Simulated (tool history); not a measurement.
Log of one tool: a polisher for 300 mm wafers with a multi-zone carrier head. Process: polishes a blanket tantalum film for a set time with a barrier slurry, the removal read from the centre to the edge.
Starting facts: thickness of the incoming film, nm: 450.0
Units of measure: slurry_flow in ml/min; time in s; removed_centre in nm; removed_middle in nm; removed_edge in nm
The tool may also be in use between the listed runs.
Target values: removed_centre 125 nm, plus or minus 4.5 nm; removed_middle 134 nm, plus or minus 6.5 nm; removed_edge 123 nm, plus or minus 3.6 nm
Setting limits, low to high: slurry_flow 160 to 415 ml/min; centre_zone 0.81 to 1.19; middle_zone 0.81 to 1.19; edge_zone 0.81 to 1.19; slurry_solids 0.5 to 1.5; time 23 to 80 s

run	day	slurry_flow	centre_zone	middle_zone	edge_zone	slurry_solids	time	removed_centre	removed_middle	removed_edge
1	0	265	1	1	1	1	51	96.147	99.087	95.226
2	0.138	270	1.01	1.03	1.03	1.1	52	103.98	104.52	103.59
3	0.317	270	1.07	1.03	1.03	1.1	52	107.74	104.22	100.62
4	0.662	270	1.07	1.03	1.03	1.25	52	111.55	108.13	105.13
5	1.029	270	1.07	1.03	1.03	1.45	52	113.97	114.35	107.34
6	1.079	270	1.07	1.03	1.03	1.45	61	136.29	131.4	125.53
7	1.179	265	1.05	1.04	1.02	1.45	61	132.59	132.95	127.59
8	1.529	260	1.04	1.05	1	1.45	61	132.82	133.15	126.19

Below are 5 possible settings for the next run. Only one of them brings all results inside the allowed miss of their targets. Which is it?
A	1.879	165	1.04	0.98	1.08	1.35	63	?	?	?
B	1.879	175	1.04	0.96	0.97	1.35	60	?	?	?
C	1.879	225	1.14	0.9	1.04	1.25	62	?	?	?
D	1.879	265	1.1	1.05	0.96	1.25	62	?	?	?
E	1.879	335	0.92	0.96	0.84	1.5	63	?	?	?

move	removed_centre	removed_middle	removed_edge
A	124.67	120.33	129.55
B	119.92	114.19	118.02
C	138.51	115.15	126.93
D	136.47	129.02	123.76
E	123.68	132.29	125.75
A: the furthest-off result lands on target, but another misses its tolerance
B: the result that was furthest off in the last run now lies on the other side of its target
C: moves away from the targets compared with the last run
D: moves away from the targets compared with the last run
E: in spec on every target
Answer: E

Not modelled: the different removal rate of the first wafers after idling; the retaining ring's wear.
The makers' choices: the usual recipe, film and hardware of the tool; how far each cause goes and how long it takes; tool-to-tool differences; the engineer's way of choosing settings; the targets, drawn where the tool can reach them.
